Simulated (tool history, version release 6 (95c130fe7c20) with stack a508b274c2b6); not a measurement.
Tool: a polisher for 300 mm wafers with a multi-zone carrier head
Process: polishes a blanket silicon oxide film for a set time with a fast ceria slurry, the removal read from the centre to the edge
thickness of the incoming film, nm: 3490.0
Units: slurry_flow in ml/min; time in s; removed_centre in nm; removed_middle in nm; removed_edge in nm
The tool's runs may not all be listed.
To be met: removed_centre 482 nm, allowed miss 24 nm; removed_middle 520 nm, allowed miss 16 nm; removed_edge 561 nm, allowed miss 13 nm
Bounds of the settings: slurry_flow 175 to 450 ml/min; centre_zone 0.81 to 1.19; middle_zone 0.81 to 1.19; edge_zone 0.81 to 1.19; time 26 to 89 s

run,hour,slurry_flow,centre_zone,middle_zone,edge_zone,time,removed_centre,removed_middle,removed_edge
1,0,290,1,1,1,57,936.16,952.24,953.75
2,7.5,290,1,0.95,1,57,967.07,910.39,952.24
3,14.5,285,0.98,0.94,1,54,889.07,859.19,904.35
4,22,285,0.98,0.94,1.06,54,887.77,854.93,923.31
5,28.7,285,0.98,0.94,1.06,44,719.15,716.79,752.86
6,29.5,285,0.98,1.01,1.06,44,727.47,744.79,754.3
7,36.8,280,0.96,0.99,1.05,42,670.21,693.18,716.07
8,38,275,0.95,0.98,1.03,41,655.35,670.61,696.64
9,39.4,270,0.93,0.98,1.02,40,612.58,651.6,670.54
10,42.3,265,0.92,0.97,1,40,633.4,643.48,662.65
11,49,265,0.84,0.94,1.06,27,376.03,436.98,465.44
12,49.5,270,0.86,0.94,1.08,27,389.16,427.98,468.95
13,57.1,270,0.87,0.95,1.09,28,414.67,451.78,480.82
14,60.9,275,0.87,0.94,1.07,29,423.08,461.79,492.91
15,69.1,265,0.88,0.95,1.08,29,428.38,464.83,491.46
16,76.5,280,0.89,0.95,1.08,29,427.68,462.9,495.76
17,84.1,290,0.9,0.95,1.09,30,461.79,480.4,515.36
18,84.9,280,0.9,0.95,1.1,30,464.93,481.62,520.49
19,91.8,280,0.9,0.95,1.11,30,452.15,484.39,520.36

5 next moves are on the table. One of them brings every result within its allowed miss. Which?
A,98.7,250,0.91,1.18,1.14,28,?,?,?
B,98.7,265,0.86,1.01,1.13,28,?,?,?
C,98.7,220,0.86,1.16,1.09,30,?,?,?
D,98.7,200,0.83,0.81,1.17,34,?,?,?
E,98.7,175,0.91,0.97,1.1,34,?,?,?

move,removed_centre,removed_middle,removed_edge
A,429.24,519.6,485.48
B,408.44,471.2,487.49
C,425.61,540.3,504.7
D,456.44,477.07,582.57
E,487.21,520.92,557.83
A: further off than the last run
B: further off than the last run
C: further off than the last run
D: takes the result that was furthest off past its target
E: meets every target
The right move is E.
